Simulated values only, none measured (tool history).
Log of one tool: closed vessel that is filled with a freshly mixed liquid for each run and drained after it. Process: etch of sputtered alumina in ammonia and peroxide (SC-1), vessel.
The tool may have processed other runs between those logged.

run  hour  temperature setpoint of the liquid (°C)  parts of 29 % ammonia solution to one part of 30 % peroxide (parts by volume)  time in the liquid (s)  thickness taken off the sputtered alumina on a monitor wafer (nm)
  1   0.0                                     51.0                                                                           0.95                     120                                                             9.9086
  2   6.1                                     44.5                                                                           0.95                     120                                                             6.9489
  3  12.4                                     45.0                                                                           0.95                     120                                                             7.2202
  4  18.1                                     45.0                                                                           0.95                      55                                                             3.3080
  5  22.1                                     45.0                                                                           0.95                      55                                                             3.3243
  6  23.4                                     45.0                                                                           0.95                     120                                                             7.1157
  7  29.8                                     45.5                                                                           0.95                     120                                                             7.4123
  8  32.3                                     46.0                                                                           0.95                     120                                                             7.5388

The next listed run, before its measurement:
  9  35.4                                     46.5                                                                           0.95                     120                                                                  ?

Logged for run 9: thickness taken off the sputtered alumina on a monitor wafer (nm) 7.9144.

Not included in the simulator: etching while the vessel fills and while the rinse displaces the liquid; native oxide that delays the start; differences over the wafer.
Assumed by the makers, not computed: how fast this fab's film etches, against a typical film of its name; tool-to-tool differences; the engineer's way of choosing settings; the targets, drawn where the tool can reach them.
